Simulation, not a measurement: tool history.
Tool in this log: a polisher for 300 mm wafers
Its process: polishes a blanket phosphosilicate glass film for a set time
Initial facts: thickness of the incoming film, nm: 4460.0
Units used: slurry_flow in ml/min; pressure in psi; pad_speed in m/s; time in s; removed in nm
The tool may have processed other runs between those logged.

Run 1, hour 0: slurry_flow 280 ml/min, pressure 2.2 psi, pad_speed 0.94 m/s, slurry_solids 1, time 74 s. Result: removed 472.75 nm.
Run 2, hour 7.6: slurry_flow 280 ml/min, pressure 2.2 psi, pad_speed 0.94 m/s, slurry_solids 1, time 77 s. Result: removed 485.69 nm.
Run 3, hour 15.9: slurry_flow 280 ml/min, pressure 2.4 psi, pad_speed 0.94 m/s, slurry_solids 1, time 77 s. Result: removed 515.59 nm.
Run 4, hour 22.2: slurry_flow 280 ml/min, pressure 2.6 psi, pad_speed 0.96 m/s, slurry_solids 1, time 77 s. Result: removed 548.88 nm.
Run 5, hour 28.6: slurry_flow 280 ml/min, pressure 2.6 psi, pad_speed 0.96 m/s, slurry_solids 1, time 74 s. Result: removed 533.51 nm.
Run 6, hour 33.5: slurry_flow 280 ml/min, pressure 2.6 psi, pad_speed 0.96 m/s, slurry_solids 1, time 74 s. Result: removed 529.63 nm.

Predict the results of run 7:
Run 7, hour 38: slurry_flow 280 ml/min, pressure 2.7 psi, pad_speed 0.98 m/s, slurry_solids 1, time 74 s. Result: removed ?.

{"run 7": {"removed": 545.98}}

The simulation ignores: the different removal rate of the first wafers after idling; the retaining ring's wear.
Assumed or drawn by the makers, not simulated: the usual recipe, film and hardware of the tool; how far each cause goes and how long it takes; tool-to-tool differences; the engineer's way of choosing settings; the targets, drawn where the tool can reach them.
